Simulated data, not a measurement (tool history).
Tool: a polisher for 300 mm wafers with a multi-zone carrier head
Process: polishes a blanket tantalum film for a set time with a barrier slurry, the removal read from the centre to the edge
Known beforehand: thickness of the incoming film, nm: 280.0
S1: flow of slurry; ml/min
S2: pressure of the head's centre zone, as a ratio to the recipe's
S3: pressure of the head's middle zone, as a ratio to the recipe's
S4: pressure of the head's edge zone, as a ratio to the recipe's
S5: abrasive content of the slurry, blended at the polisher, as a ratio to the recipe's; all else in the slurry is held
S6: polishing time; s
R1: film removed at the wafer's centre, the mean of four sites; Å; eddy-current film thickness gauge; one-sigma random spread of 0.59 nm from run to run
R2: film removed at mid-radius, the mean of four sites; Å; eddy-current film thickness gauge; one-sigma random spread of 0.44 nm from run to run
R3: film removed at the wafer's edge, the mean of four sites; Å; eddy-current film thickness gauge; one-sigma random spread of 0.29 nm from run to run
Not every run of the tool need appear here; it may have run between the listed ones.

| run | hour | S1 | S2 | S3 | S4 | S5 | S6 | R1 | R2 | R3 |
|---|---|---|---|---|---|---|---|---|---|---|
| 1 | 0.0 | 190 | 1.00 | 1.00 | 1.00 | 1.00 | 32 | 362.15 | 357.26 | 363.05 |
| 2 | 4.5 | 230 | 1.00 | 1.00 | 1.00 | 1.00 | 32 | 371.60 | 368.45 | 369.77 |
| 3 | 9.8 | 230 | 1.00 | 1.00 | 1.00 | 0.80 | 32 | 324.97 | 333.01 | 332.84 |
| 4 | 12.3 | 230 | 1.00 | 1.00 | 1.04 | 0.80 | 32 | 317.05 | 320.71 | 333.30 |
| 5 | 15.4 | 230 | 0.99 | 1.01 | 1.04 | 0.85 | 32 | 336.98 | 340.15 | 344.28 |
| 6 | 16.0 | 230 | 0.99 | 1.01 | 1.04 | 0.70 | 32 | 300.92 | 301.87 | 304.49 |
| 7 | 18.0 | 255 | 1.04 | 1.11 | 1.14 | 0.95 | 32 | 372.11 | 395.34 | 387.32 |
| 8 | 23.2 | 255 | 1.04 | 1.11 | 1.15 | 0.95 | 32 | 378.50 | 397.02 | 382.28 |

Run 9 has not been measured yet. What should we expect?
| 9 | 27.8 | 260 | 1.03 | 1.11 | 1.17 | 1.05 | 32 | ? | ? | ? |

R1: 385.54 Å
R2: 410.14 Å
R3: 406.49 Å
